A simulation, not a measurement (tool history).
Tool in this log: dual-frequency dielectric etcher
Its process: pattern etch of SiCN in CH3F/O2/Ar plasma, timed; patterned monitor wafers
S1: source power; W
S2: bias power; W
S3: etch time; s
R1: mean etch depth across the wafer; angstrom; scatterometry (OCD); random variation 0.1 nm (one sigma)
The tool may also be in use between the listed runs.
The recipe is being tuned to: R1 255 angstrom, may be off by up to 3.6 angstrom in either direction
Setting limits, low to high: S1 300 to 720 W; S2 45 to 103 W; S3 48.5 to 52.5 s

Run 1, day 0: S1 510 W, S2 74 W, S3 52.5 s. Result: R1 222.46 angstrom.
Run 2, day 0.133: S1 530 W, S2 74 W, S3 52.5 s. Result: R1 226.63 angstrom.
Run 3, day 0.458: S1 550 W, S2 74 W, S3 52.5 s. Result: R1 230.14 angstrom.
Run 4, day 0.538: S1 550 W, S2 74 W, S3 48.5 s. Result: R1 211.15 angstrom.
Run 5, day 0.733: S1 550 W, S2 63 W, S3 48.5 s. Result: R1 201.74 angstrom.
Run 6, day 1.079: S1 550 W, S2 52 W, S3 48.5 s. Result: R1 192.19 angstrom.
Run 7, day 1.125: S1 570 W, S2 56 W, S3 48.5 s. Result: R1 197.97 angstrom.
Run 8, day 1.408: S1 580 W, S2 59 W, S3 48.5 s. Result: R1 200.33 angstrom.
Run 9, day 1.746: S1 680 W, S2 73 W, S3 51 s. Result: R1 241.4 angstrom.
Run 10, day 1.8: S1 680 W, S2 74 W, S3 51 s. Result: R1 243.38 angstrom.
Run 11, day 1.833: S1 700 W, S2 76 W, S3 51 s. Result: R1 245.86 angstrom.
Run 12, day 2.046: S1 700 W, S2 77 W, S3 51 s. Result: R1 246.79 angstrom.
At day 2.212: source power generator calibrated.
Run 13, day 2.212: S1 710 W, S2 79 W, S3 51 s. Result: R1 246.57 angstrom.

Which of these 4 next moves meets every target?
Run A, day 2.379: S1 700 W, S2 82 W, S3 52.5 s. Result: R1 ?.
Run B, day 2.379: S1 720 W, S2 72 W, S3 51.5 s. Result: R1 ?.
Run C, day 2.379: S1 710 W, S2 71 W, S3 50 s. Result: R1 ?.
Run D, day 2.379: S1 640 W, S2 87 W, S3 48.5 s. Result: R1 ?.

move      R1
   A  256.87
   B   244.3
   C  234.94
   D  234.17
A: in spec on every target
B: moves away from the targets compared with the last run
C: moves away from the targets compared with the last run
D: moves away from the targets compared with the last run
So the answer is move A, the one that meets all the targets.

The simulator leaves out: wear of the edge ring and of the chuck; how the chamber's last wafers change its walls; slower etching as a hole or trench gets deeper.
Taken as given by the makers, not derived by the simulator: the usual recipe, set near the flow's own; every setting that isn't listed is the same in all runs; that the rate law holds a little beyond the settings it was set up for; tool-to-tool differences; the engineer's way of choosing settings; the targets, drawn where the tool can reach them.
